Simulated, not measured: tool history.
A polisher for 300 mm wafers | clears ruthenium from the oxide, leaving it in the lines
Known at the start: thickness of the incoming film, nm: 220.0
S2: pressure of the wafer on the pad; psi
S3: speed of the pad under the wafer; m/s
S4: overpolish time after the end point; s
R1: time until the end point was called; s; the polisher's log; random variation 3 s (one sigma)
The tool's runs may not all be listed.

run 1 hour=0.0 | flow_of_slurry_(ml/min)=165 S2=2.6 S3=1.24 S4=15 | R1=126.06
run 2 hour=1.5 | flow_of_slurry_(ml/min)=165 S2=3.0 S3=1.24 S4=15 | R1=110.83
run 3 hour=4.2 | flow_of_slurry_(ml/min)=165 S2=2.7 S3=1.20 S4=15 | R1=122.77
run 4 hour=9.4 | flow_of_slurry_(ml/min)=160 S2=2.5 S3=1.14 S4=15 | R1=143.56
run 5 hour=16.2 | flow_of_slurry_(ml/min)=155 S2=2.3 S3=1.12 S4=15 | R1=153.30
run 6 hour=21.4 | flow_of_slurry_(ml/min)=155 S2=2.3 S3=1.42 S4=15 | R1=121.62
run 7 hour=26.2 | flow_of_slurry_(ml/min)=155 S2=2.1 S3=1.34 S4=15 | R1=145.88
run 8 hour=32.8 | flow_of_slurry_(ml/min)=155 S2=2.0 S3=1.30 S4=15 | R1=153.19

The next listed run, before its measurement:
run 9 hour=41.7 | flow_of_slurry_(ml/min)=140 S2=1.3 S3=0.94 S4=15 | R1=?

{"run 9": {"R1": 299.79}}
